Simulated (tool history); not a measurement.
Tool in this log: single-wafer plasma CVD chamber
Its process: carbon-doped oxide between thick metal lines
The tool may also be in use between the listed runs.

run	hour	heater temperature setpoint (°C)	chamber pressure (Pa)	RF power (kW)	deposition time (s)	mean film thickness on the monitor wafer (nm)
1	0	350	555	0.425	80	361.36
2	8.6	348	583	0.43	80	373.38
3	13.6	345	591	0.43	80	374.91
4	17.4	343	608	0.43	80	378.28
5	22.7	342	624	0.43	80	378.72
6	23.8	341	641	0.435	80	386.92
7	30.7	340	651	0.435	80	389.74
8	33.2	339	657	0.435	80	391.97
9	37.8	338	663	0.435	80	391.15
10	46.7	337	669	0.435	80	394.26

Expected results for the next run?
11	54.2	336	673	0.435	80	?

Logged for run 11: mean film thickness on the monitor wafer (nm) 396.03.
